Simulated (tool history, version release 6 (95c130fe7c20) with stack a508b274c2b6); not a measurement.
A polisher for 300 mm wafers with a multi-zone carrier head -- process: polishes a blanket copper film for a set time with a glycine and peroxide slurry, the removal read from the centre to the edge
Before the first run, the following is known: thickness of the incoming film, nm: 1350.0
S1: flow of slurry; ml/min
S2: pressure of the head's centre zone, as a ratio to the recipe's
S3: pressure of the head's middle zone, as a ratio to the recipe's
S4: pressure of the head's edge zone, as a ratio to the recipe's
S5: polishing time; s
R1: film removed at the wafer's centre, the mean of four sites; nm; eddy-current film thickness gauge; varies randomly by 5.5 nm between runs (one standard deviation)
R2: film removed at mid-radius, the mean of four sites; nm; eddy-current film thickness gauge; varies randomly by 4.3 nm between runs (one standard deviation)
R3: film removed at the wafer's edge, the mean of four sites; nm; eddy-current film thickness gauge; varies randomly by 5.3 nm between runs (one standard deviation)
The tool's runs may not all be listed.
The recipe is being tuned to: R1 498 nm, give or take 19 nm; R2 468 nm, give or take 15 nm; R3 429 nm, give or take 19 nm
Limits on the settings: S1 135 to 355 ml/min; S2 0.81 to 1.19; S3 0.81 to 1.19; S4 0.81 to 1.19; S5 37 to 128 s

run 1 hour=0 | S1=225 S2=1 S3=1 S4=1 S5=82 | R1=557.72 R2=543.52 R3=579.6
run 2 hour=4.9 | S1=225 S2=1.02 S3=1.01 S4=0.96 S5=78 | R1=538.93 R2=520.92 R3=530.84
run 3 hour=7.1 | S1=225 S2=1.02 S3=0.93 S4=0.96 S5=78 | R1=538.85 R2=489.03 R3=532.5
run 4 hour=13.4 | S1=225 S2=1.09 S3=0.93 S4=0.96 S5=78 | R1=576.38 R2=494 R3=537.83
run 5 hour=17.3 | S1=200 S2=1.09 S3=0.93 S4=0.96 S5=78 | R1=565 R2=475.98 R3=520.08
run 6 hour=22.2 | S1=200 S2=1.09 S3=0.93 S4=0.96 S5=60 | R1=437.26 R2=371.01 R3=404.62
run 7 hour=24.4 | S1=265 S2=1.15 S3=1.03 S4=0.96 S5=63 | R1=500.37 R2=439.04 R3=440.34
run 8 hour=25.2 | S1=270 S2=1.15 S3=1.04 S4=0.95 S5=63 | R1=508.76 R2=445.36 R3=433.4

Which of these 5 next moves meets every target?
run A hour=26 | S1=255 S2=1.13 S3=1.1 S4=0.92 S5=64 | R1=? R2=? R3=?
run B hour=26 | S1=270 S2=1.16 S3=0.97 S4=0.96 S5=66 | R1=? R2=? R3=?
run C hour=26 | S1=340 S2=1.18 S3=0.97 S4=0.93 S5=61 | R1=? R2=? R3=?
run D hour=26 | S1=255 S2=1.19 S3=0.96 S4=0.99 S5=64 | R1=? R2=? R3=?
run E hour=26 | S1=245 S2=1.19 S3=0.97 S4=1.06 S5=63 | R1=? R2=? R3=?

move=A R1=494.24 R2=478.31 R3=427.45
move=B R1=526.78 R2=446.28 R3=453.01
move=C R1=508.27 R2=422.24 R3=419.85
move=D R1=520.15 R2=426 R3=443.67
move=E R1=509.2 R2=420.82 R3=450.1
A: in spec on every target
B: as far off as the last run
C: further off than the last run
D: further off than the last run
E: further off than the last run
A meets every target.

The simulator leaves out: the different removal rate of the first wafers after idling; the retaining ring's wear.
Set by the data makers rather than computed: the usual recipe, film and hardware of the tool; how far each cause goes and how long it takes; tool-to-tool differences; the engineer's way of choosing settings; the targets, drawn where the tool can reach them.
